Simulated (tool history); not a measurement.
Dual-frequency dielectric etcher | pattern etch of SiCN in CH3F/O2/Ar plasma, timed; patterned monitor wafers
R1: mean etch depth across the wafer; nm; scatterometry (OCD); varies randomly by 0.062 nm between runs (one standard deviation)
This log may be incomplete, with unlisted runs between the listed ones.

Run 1, hour 0.0: source power (kW) 0.520, bias power (kW) 0.055, etch time (s) 85.0. Result: R1 32.431 nm.
Run 2, hour 2.3: source power (kW) 0.520, bias power (kW) 0.055, etch time (s) 88.5. Result: R1 33.566 nm.
Run 3, hour 4.8: source power (kW) 0.470, bias power (kW) 0.052, etch time (s) 88.0. Result: R1 30.773 nm.
Run 4, hour 8.9: source power (kW) 0.440, bias power (kW) 0.051, etch time (s) 88.0. Result: R1 29.155 nm.
Run 5, hour 14.1: source power (kW) 0.440, bias power (kW) 0.059, etch time (s) 88.0. Result: R1 31.057 nm.
Run 6, hour 15.2: source power (kW) 0.440, bias power (kW) 0.059, etch time (s) 85.0. Result: R1 30.110 nm.
Run 7, hour 16.4: source power (kW) 0.420, bias power (kW) 0.059, etch time (s) 85.0. Result: R1 29.208 nm.
Run 8, hour 17.3: source power (kW) 0.410, bias power (kW) 0.059, etch time (s) 85.0. Result: R1 28.725 nm.

What does the tool deliver on the next run?
Run 9, hour 26.2: source power (kW) 0.370, bias power (kW) 0.057, etch time (s) 85.0. Result: R1 ?.

R1: 26.256 nm
